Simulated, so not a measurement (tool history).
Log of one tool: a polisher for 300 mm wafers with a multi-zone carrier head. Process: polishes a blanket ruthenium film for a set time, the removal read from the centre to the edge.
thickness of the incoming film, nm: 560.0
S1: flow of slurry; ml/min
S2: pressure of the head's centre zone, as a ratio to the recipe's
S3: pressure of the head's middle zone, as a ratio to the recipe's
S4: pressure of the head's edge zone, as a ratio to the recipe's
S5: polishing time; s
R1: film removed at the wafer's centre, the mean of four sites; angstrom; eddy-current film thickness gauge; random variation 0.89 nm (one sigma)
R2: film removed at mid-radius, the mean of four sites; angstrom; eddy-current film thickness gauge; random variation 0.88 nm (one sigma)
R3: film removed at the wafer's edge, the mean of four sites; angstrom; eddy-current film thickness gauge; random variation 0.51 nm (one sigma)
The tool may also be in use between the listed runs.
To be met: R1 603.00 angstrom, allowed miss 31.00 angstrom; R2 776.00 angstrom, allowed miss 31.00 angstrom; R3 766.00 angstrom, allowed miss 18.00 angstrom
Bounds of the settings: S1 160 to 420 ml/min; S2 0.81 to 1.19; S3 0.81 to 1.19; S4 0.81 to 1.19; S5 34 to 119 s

run 1 hour=0.0 | S1=270 S2=1.00 S3=1.00 S4=1.00 S5=76 | R1=957.63 R2=966.67 R3=995.93
run 2 hour=4.2 | S1=260 S2=0.97 S3=1.00 S4=0.99 S5=73 | R1=897.25 R2=947.82 R3=947.94
run 3 hour=5.4 | S1=255 S2=0.94 S3=1.00 S4=1.00 S5=70 | R1=833.80 R2=906.26 R3=915.14
run 4 hour=6.6 | S1=255 S2=0.94 S3=1.00 S4=0.96 S5=70 | R1=834.91 R2=905.92 R3=882.57
run 5 hour=8.6 | S1=255 S2=0.98 S3=1.00 S4=0.96 S5=70 | R1=876.09 R2=897.06 R3=886.52
run 6 hour=10.6 | S1=250 S2=0.95 S3=1.00 S4=0.97 S5=68 | R1=850.39 R2=867.71 R3=861.98
run 7 hour=11.2 | S1=275 S2=0.93 S3=1.00 S4=0.98 S5=65 | R1=786.11 R2=835.17 R3=835.37
run 8 hour=12.8 | S1=275 S2=0.93 S3=1.00 S4=0.98 S5=65 | R1=777.26 R2=840.99 R3=843.10
run 9 hour=14.7 | S1=285 S2=0.91 S3=1.00 S4=0.98 S5=63 | R1=759.35 R2=809.04 R3=817.74
run 10 hour=21.0 | S1=275 S2=0.89 S3=1.01 S4=1.00 S5=62 | R1=726.98 R2=802.24 R3=821.42
run 11 hour=26.4 | S1=270 S2=0.88 S3=1.03 S4=1.01 S5=61 | R1=684.36 R2=797.38 R3=798.12
run 12 hour=31.5 | S1=265 S2=0.87 S3=1.03 S4=1.01 S5=61 | R1=675.91 R2=815.56 R3=799.93
run 13 hour=39.1 | S1=260 S2=0.86 S3=1.03 S4=1.01 S5=60 | R1=681.40 R2=783.96 R3=785.07
run 14 hour=45.6 | S1=265 S2=0.85 S3=1.04 S4=1.02 S5=59 | R1=649.16 R2=786.13 R3=774.88
run 15 hour=52.5 | S1=265 S2=0.84 S3=1.04 S4=1.02 S5=59 | R1=647.76 R2=787.34 R3=780.37

Which of these 4 next moves meets every target?
run A hour=59.4 | S1=310 S2=0.83 S3=1.00 S4=0.93 S5=61 | R1=? R2=? R3=?
run B hour=59.4 | S1=285 S2=0.88 S3=0.98 S4=1.00 S5=61 | R1=? R2=? R3=?
run C hour=59.4 | S1=255 S2=0.93 S3=0.99 S4=1.03 S5=60 | R1=? R2=? R3=?
run D hour=59.4 | S1=245 S2=0.81 S3=1.02 S4=1.01 S5=59 | R1=? R2=? R3=?

move=A R1=650.49 R2=789.78 R3=775.73
move=B R1=681.23 R2=769.94 R3=798.21
move=C R1=697.06 R2=754.75 R3=789.36
move=D R1=598.75 R2=758.20 R3=765.91
A: further off than the last run
B: further off than the last run
C: further off than the last run
D: meets every target
Move D is the one to make.

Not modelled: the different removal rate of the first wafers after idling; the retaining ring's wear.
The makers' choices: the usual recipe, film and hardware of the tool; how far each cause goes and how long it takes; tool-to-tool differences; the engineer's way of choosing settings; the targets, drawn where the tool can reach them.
